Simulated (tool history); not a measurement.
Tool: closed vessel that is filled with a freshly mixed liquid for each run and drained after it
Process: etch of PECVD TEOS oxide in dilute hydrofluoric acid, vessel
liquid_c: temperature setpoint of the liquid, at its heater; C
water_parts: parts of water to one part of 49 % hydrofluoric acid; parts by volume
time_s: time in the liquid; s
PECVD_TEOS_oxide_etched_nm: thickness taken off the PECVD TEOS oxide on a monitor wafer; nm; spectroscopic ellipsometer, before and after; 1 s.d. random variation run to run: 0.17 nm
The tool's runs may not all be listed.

{"run": 1, "hour": 0.0, "liquid_c": 24, "water_parts": 130, "time_s": 540, "PECVD_TEOS_oxide_etched_nm": 39.9}
{"run": 2, "hour": 3.0, "liquid_c": 24, "water_parts": 130, "time_s": 540, "PECVD_TEOS_oxide_etched_nm": 39.585}
{"run": 3, "hour": 7.1, "liquid_c": 24, "water_parts": 130, "time_s": 575, "PECVD_TEOS_oxide_etched_nm": 42.889}
{"run": 4, "hour": 12.7, "liquid_c": 22.5, "water_parts": 140, "time_s": 575, "PECVD_TEOS_oxide_etched_nm": 36.857}
{"run": 5, "hour": 18.0, "liquid_c": 22.5, "water_parts": 100, "time_s": 575, "PECVD_TEOS_oxide_etched_nm": 53.478}
{"run": 6, "hour": 23.7, "liquid_c": 22.5, "water_parts": 60, "time_s": 575, "PECVD_TEOS_oxide_etched_nm": 96.014}
{"run": 7, "hour": 27.7, "liquid_c": 21, "water_parts": 80, "time_s": 575, "PECVD_TEOS_oxide_etched_nm": 65.629}
{"run": 8, "hour": 33.9, "liquid_c": 17, "water_parts": 130, "time_s": 575, "PECVD_TEOS_oxide_etched_nm": 32.222}
{"run": 9, "hour": 37.3, "liquid_c": 17, "water_parts": 135, "time_s": 575, "PECVD_TEOS_oxide_etched_nm": 30.813}
{"run": 10, "hour": 41.3, "liquid_c": 17, "water_parts": 140, "time_s": 575, "PECVD_TEOS_oxide_etched_nm": 29.663}
{"run": 11, "hour": 47.8, "liquid_c": 17, "water_parts": 145, "time_s": 575, "PECVD_TEOS_oxide_etched_nm": 28.603}

What does the tool deliver on the next run?
{"run": 12, "hour": 54.1, "liquid_c": 17, "water_parts": 150, "time_s": 575, "PECVD_TEOS_oxide_etched_nm": "?"}

Run 12 produced PECVD_TEOS_oxide_etched_nm 26.978 nm.
